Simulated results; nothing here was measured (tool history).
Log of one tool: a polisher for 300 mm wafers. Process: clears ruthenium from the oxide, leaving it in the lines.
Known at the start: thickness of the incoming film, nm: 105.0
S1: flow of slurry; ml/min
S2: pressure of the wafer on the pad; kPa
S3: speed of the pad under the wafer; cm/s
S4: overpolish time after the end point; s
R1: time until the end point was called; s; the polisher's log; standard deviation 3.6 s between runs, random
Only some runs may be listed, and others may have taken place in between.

Run 1, hour 0: S1 175 ml/min, S2 11.7 kPa, S3 90 cm/s, S4 19 s. Result: R1 165.03 s.
Run 2, hour 8.9: S1 175 ml/min, S2 10.3 kPa, S3 90 cm/s, S4 19 s. Result: R1 179.33 s.
Run 3, hour 13.1: S1 170 ml/min, S2 9 kPa, S3 82 cm/s, S4 19 s. Result: R1 218.88 s.
Run 4, hour 17.1: S1 170 ml/min, S2 9 kPa, S3 82 cm/s, S4 21 s. Result: R1 218.38 s.
Run 5, hour 23: S1 195 ml/min, S2 9 kPa, S3 82 cm/s, S4 21 s. Result: R1 214.26 s.
Run 6, hour 29.8: S1 190 ml/min, S2 7.6 kPa, S3 78 cm/s, S4 21 s. Result: R1 240.9 s.
Run 7, hour 38.4: S1 180 ml/min, S2 6.9 kPa, S3 74 cm/s, S4 21 s. Result: R1 278.13 s.
Run 8, hour 45.4: S1 170 ml/min, S2 6.2 kPa, S3 74 cm/s, S4 21 s. Result: R1 300.67 s.

The next listed run, before its measurement:
Run 9, hour 53.8: S1 160 ml/min, S2 6.2 kPa, S3 74 cm/s, S4 21 s. Result: R1 ?.

Run 9 yielded R1 299.76 s.

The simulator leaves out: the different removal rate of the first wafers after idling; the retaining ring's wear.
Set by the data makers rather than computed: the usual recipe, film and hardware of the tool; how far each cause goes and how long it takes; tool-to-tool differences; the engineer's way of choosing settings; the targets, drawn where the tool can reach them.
